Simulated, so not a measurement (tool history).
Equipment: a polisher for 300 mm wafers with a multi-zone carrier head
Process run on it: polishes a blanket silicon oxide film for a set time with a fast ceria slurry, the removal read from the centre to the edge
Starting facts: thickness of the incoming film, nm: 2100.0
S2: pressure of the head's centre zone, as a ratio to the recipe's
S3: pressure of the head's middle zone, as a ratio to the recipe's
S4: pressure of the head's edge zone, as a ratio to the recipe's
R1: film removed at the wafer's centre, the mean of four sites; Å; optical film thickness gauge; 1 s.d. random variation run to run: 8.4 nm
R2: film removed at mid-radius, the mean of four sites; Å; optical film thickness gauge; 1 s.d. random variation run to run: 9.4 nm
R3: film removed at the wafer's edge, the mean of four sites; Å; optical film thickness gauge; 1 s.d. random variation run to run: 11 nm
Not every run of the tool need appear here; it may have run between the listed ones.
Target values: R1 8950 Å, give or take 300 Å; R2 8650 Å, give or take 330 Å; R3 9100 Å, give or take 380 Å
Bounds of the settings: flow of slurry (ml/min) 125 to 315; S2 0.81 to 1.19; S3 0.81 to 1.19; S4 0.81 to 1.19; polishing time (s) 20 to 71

run 1 hour=0 | flow_of_slurry_(ml/min)=205 S2=1 S3=1 S4=1 polishing_time_(s)=45 | R1=7413.5 R2=7086.2 R3=7299.8
run 2 hour=2.5 | flow_of_slurry_(ml/min)=205 S2=1.04 S3=1 S4=1 polishing_time_(s)=45 | R1=7496.3 R2=7240 R3=7206.6
run 3 hour=11.2 | flow_of_slurry_(ml/min)=210 S2=1.04 S3=1 S4=1.01 polishing_time_(s)=46 | R1=7606.6 R2=7485.1 R3=7346
run 4 hour=14.3 | flow_of_slurry_(ml/min)=210 S2=1.04 S3=0.99 S4=1.01 polishing_time_(s)=47 | R1=7765.6 R2=7648.3 R3=7572.6
run 5 hour=16.6 | flow_of_slurry_(ml/min)=210 S2=1.04 S3=0.98 S4=1.01 polishing_time_(s)=48 | R1=8159.2 R2=7560.6 R3=7734.5
run 6 hour=24.4 | flow_of_slurry_(ml/min)=210 S2=1.04 S3=0.98 S4=1.01 polishing_time_(s)=52 | R1=8649.3 R2=8262.6 R3=8242.6
run 7 hour=31.9 | flow_of_slurry_(ml/min)=210 S2=1.04 S3=0.98 S4=1.02 polishing_time_(s)=52 | R1=8795.5 R2=8097.5 R3=8332.2
run 8 hour=38.5 | flow_of_slurry_(ml/min)=235 S2=0.99 S3=1.03 S4=1.11 polishing_time_(s)=54 | R1=8831.3 R2=9065.6 R3=9210

Exercise: of the 4 proposed moves below, exactly one satisfies all targets within the stated allowed misses. Which move is it?
run A hour=45.1 | flow_of_slurry_(ml/min)=190 S2=1.02 S3=0.98 S4=1.1 polishing_time_(s)=56 | R1=? R2=? R3=?
run B hour=45.1 | flow_of_slurry_(ml/min)=265 S2=0.99 S3=1.04 S4=1.06 polishing_time_(s)=54 | R1=? R2=? R3=?
run C hour=45.1 | flow_of_slurry_(ml/min)=255 S2=1.05 S3=1.12 S4=1.05 polishing_time_(s)=53 | R1=? R2=? R3=?
run D hour=45.1 | flow_of_slurry_(ml/min)=250 S2=1.06 S3=1.16 S4=1.17 polishing_time_(s)=52 | R1=? R2=? R3=?

move=A R1=9081.4 R2=8749.1 R3=9031.9
move=B R1=8959.5 R2=9208.8 R3=8844.6
move=C R1=9266.2 R2=9477.7 R3=8603
move=D R1=9153 R2=9510.7 R3=8897.4
A: in spec on every target
B: misses by more than the last run did
C: misses by more than the last run did
D: misses by more than the last run did
The move that meets every target is A.

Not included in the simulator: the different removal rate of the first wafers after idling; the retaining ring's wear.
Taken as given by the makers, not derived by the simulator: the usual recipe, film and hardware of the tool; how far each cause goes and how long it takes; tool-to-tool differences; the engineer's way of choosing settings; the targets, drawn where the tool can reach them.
